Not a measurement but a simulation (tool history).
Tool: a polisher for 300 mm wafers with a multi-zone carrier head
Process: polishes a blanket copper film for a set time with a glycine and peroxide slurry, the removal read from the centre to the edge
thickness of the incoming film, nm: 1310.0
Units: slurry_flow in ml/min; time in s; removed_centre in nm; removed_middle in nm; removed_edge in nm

{"run": 1, "hour": 0.0, "slurry_flow": 170, "centre_zone": 1, "middle_zone": 1, "edge_zone": 1, "time": 37, "removed_centre": 196.05, "removed_middle": 213.72, "removed_edge": 216.21}
{"run": 2, "hour": 7.9, "slurry_flow": 185, "centre_zone": 1.02, "middle_zone": 1.02, "edge_zone": 1.04, "time": 38, "removed_centre": 213.42, "removed_middle": 227.8, "removed_edge": 228.85}
{"run": 3, "hour": 16.2, "slurry_flow": 185, "centre_zone": 1.02, "middle_zone": 1.02, "edge_zone": 0.98, "time": 38, "removed_centre": 212.43, "removed_middle": 226.44, "removed_edge": 220.15}
{"run": 4, "hour": 24.2, "slurry_flow": 195, "centre_zone": 1.03, "middle_zone": 1.03, "edge_zone": 1.03, "time": 39, "removed_centre": 226.19, "removed_middle": 237.07, "removed_edge": 233.39}
{"run": 5, "hour": 25.0, "slurry_flow": 215, "centre_zone": 1.03, "middle_zone": 1.03, "edge_zone": 1.03, "time": 39, "removed_centre": 221.54, "removed_middle": 241.05, "removed_edge": 237.45}
{"run": 6, "hour": 26.9, "slurry_flow": 190, "centre_zone": 1.03, "middle_zone": 1.03, "edge_zone": 1.03, "time": 39, "removed_centre": 219.26, "removed_middle": 237.26, "removed_edge": 236.04}
{"run": 7, "hour": 33.0, "slurry_flow": 195, "centre_zone": 1.06, "middle_zone": 1.05, "edge_zone": 1.06, "time": 39, "removed_centre": 227.39, "removed_middle": 239.11, "removed_edge": 239.2}
{"run": 8, "hour": 37.9, "slurry_flow": 195, "centre_zone": 1.06, "middle_zone": 1.05, "edge_zone": 1.06, "time": 39, "removed_centre": 225.66, "removed_middle": 241.3, "removed_edge": 234.77}
{"run": 9, "hour": 42.9, "slurry_flow": 205, "centre_zone": 1.07, "middle_zone": 1.05, "edge_zone": 1.09, "time": 40, "removed_centre": 236.6, "removed_middle": 250.64, "removed_edge": 248.72}

Run 10 comes next. What will it give?
{"run": 10, "hour": 46.1, "slurry_flow": 210, "centre_zone": 1.08, "middle_zone": 1.05, "edge_zone": 1.11, "time": 40, "removed_centre": "?", "removed_middle": "?", "removed_edge": "?"}

Run 10 gave removed_centre 232.88 nm, removed_middle 252.35 nm, removed_edge 251.98 nm.

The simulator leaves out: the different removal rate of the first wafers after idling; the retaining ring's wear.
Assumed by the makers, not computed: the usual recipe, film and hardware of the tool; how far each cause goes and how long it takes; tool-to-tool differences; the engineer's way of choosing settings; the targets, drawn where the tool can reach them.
